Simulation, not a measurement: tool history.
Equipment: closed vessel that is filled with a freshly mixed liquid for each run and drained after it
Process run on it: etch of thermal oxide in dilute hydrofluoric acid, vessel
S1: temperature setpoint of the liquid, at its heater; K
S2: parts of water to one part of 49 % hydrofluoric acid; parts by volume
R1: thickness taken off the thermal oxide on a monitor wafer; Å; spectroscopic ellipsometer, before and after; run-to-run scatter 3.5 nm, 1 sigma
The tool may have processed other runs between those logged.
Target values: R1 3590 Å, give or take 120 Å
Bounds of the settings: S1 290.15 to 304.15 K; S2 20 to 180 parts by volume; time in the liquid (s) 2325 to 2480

run 1 hour=0 | S1=296.15 S2=100 time_in_the_liquid_(s)=2325 | R1=1158
run 2 hour=9 | S1=297.65 S2=85 time_in_the_liquid_(s)=2330 | R1=1461.7
run 3 hour=15.4 | S1=298.65 S2=75 time_in_the_liquid_(s)=2335 | R1=1753.7
run 4 hour=22.5 | S1=298.65 S2=110 time_in_the_liquid_(s)=2335 | R1=1139.3
run 5 hour=28.3 | S1=298.65 S2=90 time_in_the_liquid_(s)=2335 | R1=1435.4
run 6 hour=33.6 | S1=301.15 S2=90 time_in_the_liquid_(s)=2335 | R1=1590.9
run 7 hour=36.4 | S1=301.65 S2=80 time_in_the_liquid_(s)=2340 | R1=1857.8
run 8 hour=41.9 | S1=302.15 S2=70 time_in_the_liquid_(s)=2340 | R1=2174.3
run 9 hour=50.5 | S1=302.65 S2=65 time_in_the_liquid_(s)=2340 | R1=2426.4
run 10 hour=51.8 | S1=304.15 S2=35 time_in_the_liquid_(s)=2345 | R1=4984.5
run 11 hour=57.4 | S1=302.65 S2=35 time_in_the_liquid_(s)=2345 | R1=4630.3
run 12 hour=60.6 | S1=301.15 S2=35 time_in_the_liquid_(s)=2345 | R1=4437.3
run 13 hour=63.8 | S1=300.15 S2=35 time_in_the_liquid_(s)=2345 | R1=4240.5
run 14 hour=66.4 | S1=299.15 S2=35 time_in_the_liquid_(s)=2345 | R1=4112.9
run 15 hour=71.9 | S1=298.65 S2=35 time_in_the_liquid_(s)=2345 | R1=3992.4
run 16 hour=80.2 | S1=298.15 S2=35 time_in_the_liquid_(s)=2345 | R1=3912.8
run 17 hour=82.6 | S1=297.65 S2=35 time_in_the_liquid_(s)=2345 | R1=3838.6
run 18 hour=91.8 | S1=297.15 S2=35 time_in_the_liquid_(s)=2345 | R1=3825.5

Of the 5 settings listed for the next run, only one would bring every result within its allowed miss of target. Which one?
run A hour=101 | S1=298.15 S2=35 time_in_the_liquid_(s)=2380 | R1=?
run B hour=101 | S1=298.15 S2=40 time_in_the_liquid_(s)=2345 | R1=?
run C hour=101 | S1=297.65 S2=35 time_in_the_liquid_(s)=2385 | R1=?
run D hour=101 | S1=298.15 S2=40 time_in_the_liquid_(s)=2480 | R1=?
run E hour=101 | S1=297.15 S2=35 time_in_the_liquid_(s)=2480 | R1=?

move=A R1=3939.6
move=B R1=3372.2
move=C R1=3867.8
move=D R1=3566.4
move=E R1=3940
A: misses by more than the last run did
B: pushes the last run's worst result past its target
C: misses by more than the last run did
D: all results land within tolerance of their targets
E: misses by more than the last run did
Answer: D
